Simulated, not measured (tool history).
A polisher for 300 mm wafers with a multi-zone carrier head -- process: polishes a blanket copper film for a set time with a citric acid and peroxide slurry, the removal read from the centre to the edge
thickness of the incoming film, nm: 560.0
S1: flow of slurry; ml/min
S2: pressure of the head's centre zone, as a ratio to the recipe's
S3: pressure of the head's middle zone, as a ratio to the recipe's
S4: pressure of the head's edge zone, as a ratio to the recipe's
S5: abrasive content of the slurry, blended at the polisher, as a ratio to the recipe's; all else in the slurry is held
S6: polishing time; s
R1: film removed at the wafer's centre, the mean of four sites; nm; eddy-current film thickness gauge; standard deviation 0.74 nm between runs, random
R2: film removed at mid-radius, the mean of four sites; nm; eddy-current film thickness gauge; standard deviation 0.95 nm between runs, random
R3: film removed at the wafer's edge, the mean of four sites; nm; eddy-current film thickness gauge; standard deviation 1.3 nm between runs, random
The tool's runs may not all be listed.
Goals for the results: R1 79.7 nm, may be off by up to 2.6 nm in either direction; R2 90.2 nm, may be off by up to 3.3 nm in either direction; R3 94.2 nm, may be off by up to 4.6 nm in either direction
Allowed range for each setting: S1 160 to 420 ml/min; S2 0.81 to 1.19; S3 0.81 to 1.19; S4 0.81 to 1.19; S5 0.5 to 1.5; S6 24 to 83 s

run  hour   S1    S2    S3    S4    S5  S6      R1      R2      R3
  1     0  270     1     1     1     1  53  119.52  113.23  120.71
  2   7.4  270  0.96     1     1     1  53  113.06  115.24  120.28
  3  10.3  270  0.96     1     1     1  66  142.47  144.62  149.37
  4  15.8  265  0.94  0.99  0.99  0.95  64  133.12   136.3  142.23
  5  17.1  260  0.93  0.99  0.98   0.9  62  123.19  129.14  131.34
  6  24.4  260  0.93  0.99  0.98   1.1  62  134.05  134.34  143.09
  7  33.2  255  0.92  0.98  0.98  1.05  61  128.56  130.16  134.53
  8  40.4  255  0.91  0.97  0.99     1  60   120.6  123.25  135.35
  9  42.1  240  0.87  1.03  0.89  0.75  45  79.534  91.493  85.698
 10  47.4  240  0.87  1.03   0.9  0.75  45  80.917  90.404  86.092
 11  50.9  240  0.87  1.03  0.91  0.75  45  79.626  91.064  89.266
     56.5  -- edge zone pressure recalibrated
 12  56.5  240  0.87  1.02  0.94  0.75  45  80.107  91.094  86.459
 13  60.6  245  0.86  1.01  0.94   0.8  45  81.441  92.974  91.253
 14  68.9  245  0.86     1  0.94   0.8  45  80.221  90.295  89.203

Which one of the following 4 next-run settings gets every result inside its allowed miss? There is exactly one.
  A  77.2  350  0.91  1.06  0.85   0.9  39   ?   ?   ?
  B  77.2  275  0.91  1.07  0.92  0.85  41   ?   ?   ?
  C  77.2  255  0.81  0.93  0.95  1.05  44   ?   ?   ?
  D  77.2  190  0.94  1.11  0.89   0.7  45   ?   ?   ?

move      R1      R2      R3
   A  80.652   88.36  79.077
   B  81.325  90.031  83.328
   C  81.015  89.832  95.342
   D  82.575  91.831   82.19
A: its largest miss is bigger than the last run's
B: its largest miss is bigger than the last run's
C: in spec on every target
D: its largest miss is bigger than the last run's
The move that meets every target is C.
